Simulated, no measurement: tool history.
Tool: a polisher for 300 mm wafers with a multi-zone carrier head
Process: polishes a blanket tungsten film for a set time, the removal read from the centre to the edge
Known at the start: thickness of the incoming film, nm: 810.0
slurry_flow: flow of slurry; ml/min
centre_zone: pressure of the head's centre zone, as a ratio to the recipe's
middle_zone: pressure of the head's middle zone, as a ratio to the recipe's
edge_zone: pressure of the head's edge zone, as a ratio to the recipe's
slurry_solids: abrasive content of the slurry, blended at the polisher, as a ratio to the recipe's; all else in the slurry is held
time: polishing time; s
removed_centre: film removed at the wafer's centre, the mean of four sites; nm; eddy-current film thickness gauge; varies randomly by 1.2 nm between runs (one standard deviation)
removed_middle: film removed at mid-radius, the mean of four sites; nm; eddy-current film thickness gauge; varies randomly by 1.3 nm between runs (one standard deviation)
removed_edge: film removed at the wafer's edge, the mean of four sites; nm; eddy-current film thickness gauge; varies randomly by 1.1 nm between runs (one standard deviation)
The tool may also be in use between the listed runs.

run	hour	slurry_flow	centre_zone	middle_zone	edge_zone	slurry_solids	time	removed_centre	removed_middle	removed_edge
1	0	300	1	1	1	1	31	127.62	125.37	134.62
2	5.1	300	1	1.01	0.99	0.95	30	121.64	119.14	124.94
3	12.5	300	1	1.01	1.05	0.95	30	119.57	117.64	130.04
4	15.8	300	1	1.02	1.03	0.9	29	114.89	115.54	120.77
5	16.3	300	1	1.02	1.02	0.85	28	112.5	110.72	117.21
# hour 23.8: edge zone pressure recalibrated
6	23.8	300	1	1.03	1.01	0.8	27	104.63	105.8	103.79
7	31.3	300	0.99	1.03	1	0.75	27	102.06	98.954	98.496
8	38.3	300	0.98	1.04	0.99	0.75	27	99.657	105.25	100.33
9	39.6	310	1.01	1.04	0.89	0.5	22	77.151	75.478	70.368

Run 10 has not been measured yet. What should we expect?
10	43.7	310	1.01	1.05	0.9	0.5	22	?	?	?

{"run 10": {"removed_centre": 78.448, "removed_middle": 77.416, "removed_edge": 70.4}}
